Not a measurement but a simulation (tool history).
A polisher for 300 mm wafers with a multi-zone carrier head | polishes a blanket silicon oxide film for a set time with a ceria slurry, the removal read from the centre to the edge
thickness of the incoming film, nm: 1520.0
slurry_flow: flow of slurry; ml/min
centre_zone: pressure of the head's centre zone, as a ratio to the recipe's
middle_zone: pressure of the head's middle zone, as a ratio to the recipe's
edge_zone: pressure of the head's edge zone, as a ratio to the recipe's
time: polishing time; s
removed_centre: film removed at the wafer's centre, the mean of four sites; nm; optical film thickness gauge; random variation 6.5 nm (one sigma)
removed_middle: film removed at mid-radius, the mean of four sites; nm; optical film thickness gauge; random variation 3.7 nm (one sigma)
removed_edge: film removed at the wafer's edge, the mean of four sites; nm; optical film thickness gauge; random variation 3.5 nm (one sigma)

run    day  slurry_flow  centre_zone  middle_zone  edge_zone  time  removed_centre  removed_middle  removed_edge
  1      0          150            1            1          1    68          392.41          400.27        389.75
  2  0.329          150            1         1.08          1    68          405.22          419.19        390.03
  3  0.538          160            1          1.1       0.99    70          413.89          446.34        406.24
  4    0.7          160            1         1.03       0.99    70          422.95          425.23        404.75
  5  0.879          170            1         1.05       0.98    72          421.75          451.87        419.32
  6  1.125          170         0.95         1.05       0.98    72           420.3          451.48        418.73
  7  1.471          175         0.99         1.06       0.96    74          436.11          466.38        425.34
  8  1.754          180         1.02         1.08       0.95    76          477.51          490.77        436.45
  9  2.096          185         1.03          1.1       0.95    77          476.86          510.37        443.89

Run 10 comes next. What will it give?
 10  2.458          190         1.05         1.11       0.95    78               ?               ?             ?

{"run 10": {"removed_centre": 489.07, "removed_middle": 520.95, "removed_edge": 453.22}}
